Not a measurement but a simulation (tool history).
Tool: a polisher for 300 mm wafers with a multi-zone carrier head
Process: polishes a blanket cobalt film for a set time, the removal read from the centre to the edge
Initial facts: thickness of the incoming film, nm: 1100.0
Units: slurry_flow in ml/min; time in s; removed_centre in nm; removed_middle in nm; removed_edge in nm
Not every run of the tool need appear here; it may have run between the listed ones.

run	day	slurry_flow	centre_zone	middle_zone	edge_zone	time	removed_centre	removed_middle	removed_edge
1	0	165	1	1	1	31	114.53	112.8	110.41
2	0.254	165	1	1	1	34	124.29	121.51	126.19
3	0.588	165	1	1	1	29	108.28	106.54	107.67
4	0.762	165	1.08	1	1	29	116.07	105.66	105.28
5	1.112	150	1.02	0.95	0.97	28	103.46	96.146	100.35
6	1.275	150	0.96	0.95	0.97	28	97.466	97.505	100.44
7	1.333	140	0.95	0.91	0.94	27	90.601	86.767	92.645

Expected results for the next run?
8	1.679	130	0.94	0.9	0.93	27	?	?	?

removed_centre: 90.114 nm
removed_middle: 85.559 nm
removed_edge: 93.218 nm
